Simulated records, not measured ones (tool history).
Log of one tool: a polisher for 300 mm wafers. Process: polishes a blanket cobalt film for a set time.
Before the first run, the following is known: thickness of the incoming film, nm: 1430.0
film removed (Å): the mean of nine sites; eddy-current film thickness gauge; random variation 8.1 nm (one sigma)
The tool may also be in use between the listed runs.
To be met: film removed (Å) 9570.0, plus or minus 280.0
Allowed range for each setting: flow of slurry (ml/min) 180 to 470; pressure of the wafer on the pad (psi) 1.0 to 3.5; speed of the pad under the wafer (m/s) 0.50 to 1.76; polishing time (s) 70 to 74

| run | hour | flow of slurry (ml/min) | pressure of the wafer on the pad (psi) | speed of the pad under the wafer (m/s) | polishing time (s) | film removed (Å) |
|---|---|---|---|---|---|---|
| 1 | 0.0 | 300 | 2.2 | 1.12 | 70 | 5161.8 |
| 2 | 3.0 | 300 | 2.2 | 1.24 | 70 | 5690.3 |
| 3 | 4.9 | 300 | 2.4 | 1.24 | 70 | 6280.0 |
| 4 | 13.0 | 300 | 2.5 | 1.24 | 70 | 6557.0 |
| 5 | 17.8 | 300 | 2.5 | 1.24 | 70 | 6451.0 |
| 6 | 24.5 | 300 | 2.5 | 1.12 | 70 | 5858.3 |
| 7 | 31.3 | 300 | 2.7 | 1.12 | 70 | 6264.4 |
| 8 | 34.8 | 300 | 2.8 | 1.14 | 70 | 6598.2 |
| 9 | 43.5 | 300 | 2.9 | 1.16 | 70 | 7031.3 |
| 10 | 50.5 | 300 | 3.0 | 1.18 | 70 | 7442.6 |
| 11 | 53.0 | 300 | 3.1 | 1.20 | 70 | 7696.0 |
| 12 | 59.0 | 300 | 3.2 | 1.22 | 70 | 8110.7 |
| 13 | 60.2 | 305 | 3.5 | 1.26 | 70 | 9215.7 |

Exercise: of the 5 proposed moves below, exactly one satisfies all targets within the stated allowed misses. Which move is it?
| A | 61.4 | 305 | 3.5 | 1.32 | 74 | ? |
| B | 61.4 | 315 | 3.3 | 1.22 | 72 | ? |
| C | 61.4 | 200 | 3.5 | 1.30 | 74 | ? |
| D | 61.4 | 290 | 3.5 | 1.12 | 73 | ? |
| E | 61.4 | 270 | 3.5 | 1.16 | 74 | ? |

| move | film removed (Å) |
|---|---|
| A | 10101.0 |
| B | 8617.3 |
| C | 9474.1 |
| D | 8452.6 |
| E | 8801.4 |
A: takes the biggest miss from the last run beyond its target
B: moves away from the targets compared with the last run
C: every result within its allowed miss
D: moves away from the targets compared with the last run
E: moves away from the targets compared with the last run
The right move is C.
